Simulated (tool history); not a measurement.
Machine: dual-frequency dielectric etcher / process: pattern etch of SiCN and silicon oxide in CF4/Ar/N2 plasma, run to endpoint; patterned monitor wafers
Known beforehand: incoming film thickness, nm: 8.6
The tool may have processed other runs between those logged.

{"run": 1, "day": 0.0, "source power (W)": 570, "bias power (W)": 79, "Ar flow (sccm)": 111, "CF4 flow (sccm)": 53, "endpoint time (s)": 8.8981}
{"run": 2, "day": 0.079, "source power (W)": 570, "bias power (W)": 79, "Ar flow (sccm)": 93, "CF4 flow (sccm)": 53, "endpoint time (s)": 8.664}
{"run": 3, "day": 0.354, "source power (W)": 520, "bias power (W)": 79, "Ar flow (sccm)": 93, "CF4 flow (sccm)": 53, "endpoint time (s)": 9.5794}
{"run": 4, "day": 0.612, "source power (W)": 520, "bias power (W)": 84, "Ar flow (sccm)": 93, "CF4 flow (sccm)": 53, "endpoint time (s)": 9.3539}
{"run": 5, "day": 0.879, "source power (W)": 520, "bias power (W)": 84, "Ar flow (sccm)": 83, "CF4 flow (sccm)": 53, "endpoint time (s)": 9.2385}
{"run": 6, "day": 0.929, "source power (W)": 520, "bias power (W)": 84, "Ar flow (sccm)": 83, "CF4 flow (sccm)": 49, "endpoint time (s)": 9.3751}
{"run": 7, "day": 1.108, "source power (W)": 560, "bias power (W)": 85, "Ar flow (sccm)": 83, "CF4 flow (sccm)": 49, "endpoint time (s)": 8.5577}

Expected results for the next run?
{"run": 8, "day": 1.438, "source power (W)": 590, "bias power (W)": 85, "Ar flow (sccm)": 83, "CF4 flow (sccm)": 49, "endpoint time (s)": "?"}

endpoint time (s): 8.0489

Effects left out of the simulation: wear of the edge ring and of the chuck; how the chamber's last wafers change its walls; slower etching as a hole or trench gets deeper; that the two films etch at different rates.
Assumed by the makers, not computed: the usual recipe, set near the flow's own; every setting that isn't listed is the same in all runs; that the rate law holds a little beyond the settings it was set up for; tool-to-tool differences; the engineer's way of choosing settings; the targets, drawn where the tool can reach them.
